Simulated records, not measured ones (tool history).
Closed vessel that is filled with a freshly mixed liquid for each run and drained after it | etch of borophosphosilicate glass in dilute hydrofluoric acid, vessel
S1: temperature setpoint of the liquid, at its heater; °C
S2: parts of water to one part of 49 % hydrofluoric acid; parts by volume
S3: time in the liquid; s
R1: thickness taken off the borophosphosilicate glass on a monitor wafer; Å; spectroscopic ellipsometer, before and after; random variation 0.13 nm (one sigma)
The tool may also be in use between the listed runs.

| run | hour | S1 | S2 | S3 | R1 |
|---|---|---|---|---|---|
| 1 | 0 | 24 | 275 | 100 | 214.96 |
| 2 | 4 | 24 | 175 | 100 | 373.58 |
| 3 | 5.4 | 23 | 180 | 100 | 348.48 |
| 4 | 6.8 | 21.5 | 180 | 100 | 329.83 |
| 5 | 14.2 | 21.5 | 115 | 100 | 551.21 |
| 6 | 20.9 | 20 | 115 | 100 | 520.88 |
| 7 | 28.4 | 19.5 | 135 | 100 | 423.81 |
| 8 | 29.8 | 17 | 210 | 100 | 229.82 |
| 9 | 37.7 | 17.5 | 210 | 100 | 233.21 |

Forecast run 10:
| 10 | 46.3 | 18 | 210 | 100 | ? |

R1: 239.35 Å
